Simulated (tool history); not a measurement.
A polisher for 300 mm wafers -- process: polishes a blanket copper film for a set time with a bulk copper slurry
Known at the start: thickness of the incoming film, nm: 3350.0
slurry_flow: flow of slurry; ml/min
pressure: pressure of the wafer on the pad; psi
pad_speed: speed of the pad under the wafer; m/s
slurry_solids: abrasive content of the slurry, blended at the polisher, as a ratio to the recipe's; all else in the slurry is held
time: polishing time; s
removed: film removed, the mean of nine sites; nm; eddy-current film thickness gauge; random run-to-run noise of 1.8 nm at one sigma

| run | hour | slurry_flow | pressure | pad_speed | slurry_solids | time | removed |
|---|---|---|---|---|---|---|---|
| 1 | 0 | 225 | 2.1 | 1.2 | 1 | 24 | 232.09 |
| 2 | 2.7 | 225 | 2.1 | 1.2 | 1 | 21 | 203.11 |
| 3 | 3.8 | 225 | 2.1 | 1.2 | 1.15 | 21 | 210.05 |
| 4 | 6.5 | 225 | 2 | 1.2 | 1.15 | 21 | 200.69 |
| 5 | 14.6 | 225 | 1.9 | 1.2 | 1.15 | 21 | 188.13 |
| 6 | 20 | 225 | 1.9 | 1.2 | 1.35 | 21 | 202.73 |
| 7 | 20.9 | 225 | 1.8 | 1.2 | 1.35 | 21 | 191.61 |
| 8 | 29.5 | 225 | 1.8 | 1.2 | 1.35 | 21 | 188.26 |

Run 9 has not been measured yet. What should we expect?
| 9 | 35.7 | 225 | 1.7 | 1.2 | 1.35 | 21 | ? |

{"run 9": {"removed": 180.44}}
